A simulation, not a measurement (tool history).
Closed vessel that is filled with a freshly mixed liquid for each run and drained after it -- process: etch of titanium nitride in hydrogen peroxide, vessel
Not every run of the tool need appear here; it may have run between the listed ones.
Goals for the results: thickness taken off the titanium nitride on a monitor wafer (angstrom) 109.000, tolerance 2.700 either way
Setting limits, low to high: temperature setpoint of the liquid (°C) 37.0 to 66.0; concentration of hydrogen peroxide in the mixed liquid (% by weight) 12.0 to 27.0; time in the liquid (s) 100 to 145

run  hour  temperature setpoint of the liquid (°C)  concentration of hydrogen peroxide in the mixed liquid (% by weight)  time in the liquid (s)  thickness taken off the titanium nitride on a monitor wafer (angstrom)
  1   0.0                                     53.0                                                                  18.0                     145                                                                  85.591
  2   7.6                                     46.5                                                                  18.0                     145                                                                  52.754
  3  10.3                                     46.5                                                                  18.0                     100                                                                  36.349
  4  17.9                                     46.5                                                                  21.0                     100                                                                  37.247
  5  22.6                                     46.5                                                                  23.5                     100                                                                  38.668
  6  29.3                                     48.5                                                                  23.5                     100                                                                  44.162
  7  33.7                                     50.0                                                                  23.5                     100                                                                  49.572
  8  37.9                                     51.5                                                                  23.5                     100                                                                  55.652
  9  42.0                                     52.5                                                                  23.5                     100                                                                  59.868
 10  45.1                                     53.5                                                                  23.5                     100                                                                  63.698
 11  48.6                                     54.5                                                                  23.5                     100                                                                  69.574
 12  52.6                                     55.5                                                                  23.5                     100                                                                  74.337
 13  59.5                                     56.0                                                                  23.5                     100                                                                  76.416

Exercise: of the 5 proposed moves below, exactly one satisfies all targets within the stated allowed misses. Which move is it?
  A  66.4                                     52.5                                                                  22.0                     100                                                                       ?
  B  66.4                                     48.0                                                                  26.5                     145                                                                       ?
  C  66.4                                     55.5                                                                  20.0                     145                                                                       ?
  D  66.4                                     58.5                                                                  23.5                     100                                                                       ?
  E  66.4                                     61.0                                                                  25.5                     100                                                                       ?

move  thickness taken off the titanium nitride on a monitor wafer (angstrom)
   A                                                                  59.033
   B                                                                  64.430
   C                                                                 103.610
   D                                                                  91.050
   E                                                                 109.880
A: further off than the last run
B: further off than the last run
C: closer than the last run, but not yet in spec
D: closer than the last run, but not yet in spec
E: in spec on every target
E is the move that brings every result within its allowed miss.
